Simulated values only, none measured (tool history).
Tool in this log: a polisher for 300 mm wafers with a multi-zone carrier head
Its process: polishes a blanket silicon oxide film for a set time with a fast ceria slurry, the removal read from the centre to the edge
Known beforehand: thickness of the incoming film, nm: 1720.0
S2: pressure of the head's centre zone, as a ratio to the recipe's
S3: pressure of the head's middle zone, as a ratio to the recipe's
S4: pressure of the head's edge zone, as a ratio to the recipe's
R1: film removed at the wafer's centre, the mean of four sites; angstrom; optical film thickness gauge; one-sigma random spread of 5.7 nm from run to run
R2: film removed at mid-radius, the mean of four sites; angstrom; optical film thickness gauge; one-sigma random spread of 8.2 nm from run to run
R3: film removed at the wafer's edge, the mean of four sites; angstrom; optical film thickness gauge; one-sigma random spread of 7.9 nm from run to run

Run 1, hour 0.0: flow of slurry (ml/min) 170, S2 1.00, S3 1.00, S4 1.00, polishing time (s) 33. Result: R1 6105.8 angstrom, R2 6045.4 angstrom, R3 6347.4 angstrom.
Run 2, hour 0.8: flow of slurry (ml/min) 170, S2 0.95, S3 1.00, S4 1.00, polishing time (s) 33. Result: R1 5868.2 angstrom, R2 6014.3 angstrom, R3 6442.1 angstrom.
Run 3, hour 5.5: flow of slurry (ml/min) 170, S2 0.95, S3 1.00, S4 0.95, polishing time (s) 33. Result: R1 5855.7 angstrom, R2 6060.9 angstrom, R3 6131.4 angstrom.
Run 4, hour 11.8: flow of slurry (ml/min) 170, S2 0.95, S3 1.00, S4 0.95, polishing time (s) 26. Result: R1 4623.7 angstrom, R2 4779.2 angstrom, R3 4864.6 angstrom.
Run 5, hour 15.9: flow of slurry (ml/min) 180, S2 0.98, S3 1.03, S4 0.97, polishing time (s) 27. Result: R1 4958.5 angstrom, R2 5175.5 angstrom, R3 5172.6 angstrom.
Run 6, hour 20.1: flow of slurry (ml/min) 145, S2 0.98, S3 1.03, S4 0.97, polishing time (s) 27. Result: R1 4712.9 angstrom, R2 5032.6 angstrom, R3 5114.0 angstrom.

Forecast run 7:
Run 7, hour 24.8: flow of slurry (ml/min) 195, S2 1.08, S3 1.13, S4 1.05, polishing time (s) 36. Result: R1 ?, R2 ?, R3 ?.

For run 7 the tool returned R1 7476.1 angstrom, R2 7470.4 angstrom, R3 7427.3 angstrom.
